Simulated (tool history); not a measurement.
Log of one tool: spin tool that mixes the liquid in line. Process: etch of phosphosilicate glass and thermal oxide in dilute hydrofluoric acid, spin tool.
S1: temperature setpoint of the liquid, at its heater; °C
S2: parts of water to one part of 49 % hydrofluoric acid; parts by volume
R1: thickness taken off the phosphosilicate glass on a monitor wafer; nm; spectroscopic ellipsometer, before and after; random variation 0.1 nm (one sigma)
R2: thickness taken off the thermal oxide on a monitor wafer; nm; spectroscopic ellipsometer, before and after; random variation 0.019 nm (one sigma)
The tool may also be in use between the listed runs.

{"run": 1, "day": 0.0, "S1": 22.0, "S2": 270, "time under the liquid (s)": 30, "R1": 17.327, "R2": 0.45384}
{"run": 2, "day": 0.058, "S1": 23.5, "S2": 270, "time under the liquid (s)": 30, "R1": 18.308, "R2": 0.44226}
{"run": 3, "day": 0.358, "S1": 23.0, "S2": 280, "time under the liquid (s)": 30, "R1": 17.297, "R2": 0.37828}
{"run": 4, "day": 0.683, "S1": 22.5, "S2": 285, "time under the liquid (s)": 30, "R1": 16.391, "R2": 0.41824}
{"run": 5, "day": 0.812, "S1": 22.5, "S2": 290, "time under the liquid (s)": 30, "R1": 16.004, "R2": 0.3578}
{"run": 6, "day": 0.858, "S1": 20.5, "S2": 290, "time under the liquid (s)": 30, "R1": 15.058, "R2": 0.33408}
{"run": 7, "day": 1.096, "S1": 20.5, "S2": 295, "time under the liquid (s)": 30, "R1": 14.658, "R2": 0.3795}
{"run": 8, "day": 1.346, "S1": 20.5, "S2": 300, "time under the liquid (s)": 30, "R1": 14.395, "R2": 0.37206}
{"run": 9, "day": 1.525, "S1": 20.5, "S2": 305, "time under the liquid (s)": 30, "R1": 14.014, "R2": 0.31879}

The next listed run, before its measurement:
{"run": 10, "day": 1.662, "S1": 20.0, "S2": 305, "time under the liquid (s)": 30, "R1": "?", "R2": "?"}

R1: 13.824 nm
R2: 0.32038 nm
